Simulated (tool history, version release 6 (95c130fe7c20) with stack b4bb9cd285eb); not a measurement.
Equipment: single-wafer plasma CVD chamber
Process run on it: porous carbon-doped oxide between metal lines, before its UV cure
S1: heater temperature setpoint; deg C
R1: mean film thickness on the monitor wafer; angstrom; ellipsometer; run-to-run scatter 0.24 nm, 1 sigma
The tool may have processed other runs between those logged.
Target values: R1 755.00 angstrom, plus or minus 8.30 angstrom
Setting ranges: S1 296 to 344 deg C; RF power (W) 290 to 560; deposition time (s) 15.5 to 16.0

{"run": 1, "day": 0.0, "S1": 320, "RF power (W)": 425, "deposition time (s)": 15.5, "R1": 668.94}
{"run": 2, "day": 0.254, "S1": 320, "RF power (W)": 425, "deposition time (s)": 16.0, "R1": 684.88}
{"run": 3, "day": 0.288, "S1": 316, "RF power (W)": 425, "deposition time (s)": 16.0, "R1": 703.44}
{"run": 4, "day": 0.571, "S1": 308, "RF power (W)": 425, "deposition time (s)": 16.0, "R1": 739.67}
{"run": 5, "day": 0.721, "S1": 307, "RF power (W)": 425, "deposition time (s)": 16.0, "R1": 747.71}
{"run": 6, "day": 0.954, "S1": 307, "RF power (W)": 455, "deposition time (s)": 16.0, "R1": 784.58}
{"run": 7, "day": 1.017, "S1": 308, "RF power (W)": 455, "deposition time (s)": 16.0, "R1": 783.07}
{"run": 8, "day": 1.2, "S1": 309, "RF power (W)": 455, "deposition time (s)": 16.0, "R1": 771.05}
{"run": 9, "day": 1.258, "S1": 310, "RF power (W)": 455, "deposition time (s)": 16.0, "R1": 772.19}

Which single option among these 5 for the next run brings every result within its allowed miss of target? Just one does.
{"run": "A", "day": 1.317, "S1": 309, "RF power (W)": 470, "deposition time (s)": 15.7, "R1": "?"}
{"run": "B", "day": 1.317, "S1": 310, "RF power (W)": 500, "deposition time (s)": 15.7, "R1": "?"}
{"run": "C", "day": 1.317, "S1": 309, "RF power (W)": 445, "deposition time (s)": 15.8, "R1": "?"}
{"run": "D", "day": 1.317, "S1": 302, "RF power (W)": 445, "deposition time (s)": 15.8, "R1": "?"}
{"run": "E", "day": 1.317, "S1": 312, "RF power (W)": 465, "deposition time (s)": 16.0, "R1": "?"}

move=A R1=782.70
move=B R1=811.22
move=C R1=757.16
move=D R1=791.55
move=E R1=776.83
A: misses by more than the last run did
B: misses by more than the last run did
C: every result lands within tolerance
D: misses by more than the last run did
E: misses by more than the last run did
Move C is the one to make.
